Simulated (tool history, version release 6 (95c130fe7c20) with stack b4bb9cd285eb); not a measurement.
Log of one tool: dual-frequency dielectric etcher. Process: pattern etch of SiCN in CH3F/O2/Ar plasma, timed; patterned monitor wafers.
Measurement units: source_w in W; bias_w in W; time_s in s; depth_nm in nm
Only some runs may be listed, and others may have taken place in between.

{"run": 1, "day": 0.0, "source_w": 300, "bias_w": 65, "time_s": 49.5, "depth_nm": 16.135}
{"run": 2, "day": 0.146, "source_w": 300, "bias_w": 65, "time_s": 49.5, "depth_nm": 16.112}
{"run": 3, "day": 0.471, "source_w": 290, "bias_w": 65, "time_s": 49.5, "depth_nm": 15.955}
{"run": 4, "day": 0.504, "source_w": 350, "bias_w": 65, "time_s": 49.5, "depth_nm": 17.113}
{"run": 5, "day": 0.779, "source_w": 370, "bias_w": 65, "time_s": 49.5, "depth_nm": 17.407}
{"run": 6, "day": 0.804, "source_w": 350, "bias_w": 65, "time_s": 49.5, "depth_nm": 17.086}
{"run": 7, "day": 0.892, "source_w": 340, "bias_w": 65, "time_s": 49.5, "depth_nm": 16.875}
{"run": 8, "day": 1.142, "source_w": 330, "bias_w": 65, "time_s": 49.5, "depth_nm": 16.667}
{"run": 9, "day": 1.171, "source_w": 320, "bias_w": 65, "time_s": 49.5, "depth_nm": 16.589}
{"run": 10, "day": 1.246, "source_w": 310, "bias_w": 65, "time_s": 49.5, "depth_nm": 16.354}
{"run": 11, "day": 1.617, "source_w": 300, "bias_w": 65, "time_s": 49.5, "depth_nm": 16.09}

What does the tool deliver on the next run?
{"run": 12, "day": 1.812, "source_w": 290, "bias_w": 65, "time_s": 49.5, "depth_nm": "?"}

{"run 12": {"depth_nm": 15.92}}
